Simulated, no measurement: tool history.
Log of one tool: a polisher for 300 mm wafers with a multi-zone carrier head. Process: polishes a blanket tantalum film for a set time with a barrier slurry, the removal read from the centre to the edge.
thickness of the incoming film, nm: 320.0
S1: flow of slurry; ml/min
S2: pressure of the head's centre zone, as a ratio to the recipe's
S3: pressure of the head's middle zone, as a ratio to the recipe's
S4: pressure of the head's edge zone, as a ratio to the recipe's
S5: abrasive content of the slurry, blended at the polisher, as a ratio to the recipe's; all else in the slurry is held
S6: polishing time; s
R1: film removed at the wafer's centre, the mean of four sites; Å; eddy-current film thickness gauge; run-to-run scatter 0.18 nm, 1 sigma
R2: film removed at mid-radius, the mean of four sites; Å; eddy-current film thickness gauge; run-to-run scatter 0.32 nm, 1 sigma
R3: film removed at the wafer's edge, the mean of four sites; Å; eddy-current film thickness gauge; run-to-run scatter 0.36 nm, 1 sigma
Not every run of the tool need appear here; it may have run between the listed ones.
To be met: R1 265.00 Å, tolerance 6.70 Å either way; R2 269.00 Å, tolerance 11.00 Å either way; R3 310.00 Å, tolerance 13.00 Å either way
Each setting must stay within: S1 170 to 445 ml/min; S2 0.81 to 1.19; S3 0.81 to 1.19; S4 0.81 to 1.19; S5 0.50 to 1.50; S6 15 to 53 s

run 1 hour=0.0 | S1=285 S2=1.00 S3=1.00 S4=1.00 S5=1.00 S6=34 | R1=319.61 R2=332.25 R3=331.94
run 2 hour=6.6 | S1=285 S2=1.00 S3=1.00 S4=1.04 S5=1.00 S6=34 | R1=319.55 R2=329.00 R3=339.71
run 3 hour=7.7 | S1=285 S2=1.05 S3=1.00 S4=1.04 S5=1.00 S6=34 | R1=340.01 R2=335.14 R3=334.69
run 4 hour=10.0 | S1=280 S2=1.01 S3=0.96 S4=1.02 S5=0.95 S6=34 | R1=318.55 R2=312.29 R3=327.23
run 5 hour=13.2 | S1=280 S2=1.09 S3=0.96 S4=1.02 S5=0.95 S6=34 | R1=342.98 R2=314.04 R3=325.26
run 6 hour=17.9 | S1=270 S2=1.03 S3=0.94 S4=1.01 S5=0.90 S6=34 | R1=316.57 R2=303.14 R3=323.84
run 7 hour=21.6 | S1=265 S2=1.00 S3=0.92 S4=0.99 S5=0.85 S6=34 | R1=300.21 R2=290.53 R3=309.45
run 8 hour=28.1 | S1=255 S2=0.97 S3=0.91 S4=1.00 S5=0.85 S6=34 | R1=291.08 R2=293.25 R3=312.15
run 9 hour=34.8 | S1=255 S2=0.95 S3=0.88 S4=1.01 S5=0.85 S6=34 | R1=284.10 R2=280.82 R3=312.58
run 10 hour=43.3 | S1=250 S2=0.93 S3=0.87 S4=1.01 S5=0.85 S6=34 | R1=275.31 R2=281.40 R3=316.84
run 11 hour=51.3 | S1=245 S2=0.93 S3=0.86 S4=1.00 S5=0.85 S6=34 | R1=276.17 R2=271.82 R3=309.91

Consider the 5 candidate settings below. Which is the only one whose results all fall within their allowed miss of target?
run A hour=59.3 | S1=195 S2=0.87 S3=0.82 S4=1.12 S5=0.95 S6=35 | R1=? R2=? R3=?
run B hour=59.3 | S1=260 S2=0.98 S3=0.84 S4=1.01 S5=0.90 S6=33 | R1=? R2=? R3=?
run C hour=59.3 | S1=280 S2=0.95 S3=0.82 S4=1.04 S5=1.05 S6=31 | R1=? R2=? R3=?
run D hour=59.3 | S1=245 S2=0.91 S3=0.84 S4=0.99 S5=0.90 S6=31 | R1=? R2=? R3=?
run E hour=59.3 | S1=225 S2=0.92 S3=0.88 S4=1.07 S5=0.95 S6=32 | R1=? R2=? R3=?

move=A R1=267.21 R2=278.14 R3=343.51
move=B R1=290.77 R2=272.45 R3=310.51
move=C R1=280.26 R2=265.51 R3=312.51
move=D R1=251.59 R2=254.32 R3=287.42
move=E R1=264.27 R2=274.73 R3=311.12
A: gets the furthest-off result to its target, but another result is out of tolerance
B: moves away from the targets compared with the last run
C: moves away from the targets compared with the last run
D: carries the result that was furthest off beyond its target, to the other side
E: every result lands within tolerance
Correct choice: E, which meets every target
